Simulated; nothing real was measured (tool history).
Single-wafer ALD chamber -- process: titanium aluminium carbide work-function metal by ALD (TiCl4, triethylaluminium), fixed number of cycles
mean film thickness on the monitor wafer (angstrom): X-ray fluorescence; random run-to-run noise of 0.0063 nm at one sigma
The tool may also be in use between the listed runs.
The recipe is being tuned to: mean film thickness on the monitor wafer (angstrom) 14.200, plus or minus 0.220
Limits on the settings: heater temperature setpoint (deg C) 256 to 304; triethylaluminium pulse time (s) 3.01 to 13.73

| run | day | heater temperature setpoint (deg C) | triethylaluminium pulse time (s) | mean film thickness on the monitor wafer (angstrom) |
|---|---|---|---|---|
| 1 | 0.000 | 280 | 8.37 | 15.885 |
| 2 | 0.250 | 280 | 9.71 | 16.204 |
| 3 | 0.400 | 280 | 8.88 | 16.049 |
| 4 | 0.538 | 277 | 8.64 | 15.794 |
| 5 | 0.771 | 287 | 8.64 | 16.525 |
| 6 | 1.108 | 283 | 8.41 | 16.211 |
| 7 | 1.467 | 280 | 8.21 | 16.047 |
| 8 | 1.650 | 276 | 7.71 | 15.498 |
| 9 | 1.688 | 274 | 7.57 | 15.293 |
| 10 | 1.788 | 272 | 7.46 | 15.012 |
| 11 | 2.096 | 272 | 7.46 | 15.145 |
| 12 | 2.238 | 270 | 7.36 | 15.027 |
| 13 | 2.346 | 268 | 7.26 | 14.751 |
| 14 | 2.650 | 267 | 7.21 | 14.714 |
| 15 | 2.775 | 266 | 7.16 | 14.752 |
| 16 | 3.046 | 265 | 7.08 | 14.684 |
| 17 | 3.388 | 258 | 6.71 | 14.059 |

5 next moves are on the table. One of them brings every result within its allowed miss. Which?
| A | 3.729 | 260 | 5.72 | ? |
| B | 3.729 | 261 | 6.61 | ? |
| C | 3.729 | 260 | 6.15 | ? |
| D | 3.729 | 261 | 5.70 | ? |
| E | 3.729 | 256 | 6.66 | ? |

| move | mean film thickness on the monitor wafer (angstrom) |
|---|---|
| A | 13.578 |
| B | 14.103 |
| C | 13.818 |
| D | 13.626 |
| E | 13.818 |
A: lands further from the targets than the last run did
B: in spec on every target
C: lands further from the targets than the last run did
D: lands further from the targets than the last run did
E: lands further from the targets than the last run did
Go with B: it meets all targets.
